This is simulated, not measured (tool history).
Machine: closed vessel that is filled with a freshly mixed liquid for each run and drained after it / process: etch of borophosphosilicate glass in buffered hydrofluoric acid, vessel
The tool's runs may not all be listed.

run	hour	temperature setpoint of the liquid (°C)	parts of 40 % ammonium fluoride to one part of 49 % hydrofluoric acid (parts by volume)	time in the liquid (s)	thickness taken off the borophosphosilicate glass on a monitor wafer (nm)
1	0	25	15.5	30	25.704
2	8.5	25	18	30	22.051
3	10.7	26.5	16.5	30	26.287
4	17.3	26.5	16.5	30	26.073
5	26	27.5	15	30	30.581
6	35	27.5	11	30	41.398

Predict the results of run 7:
7	37.5	28	11	30	?

thickness taken off the borophosphosilicate glass on a monitor wafer (nm): 42.246
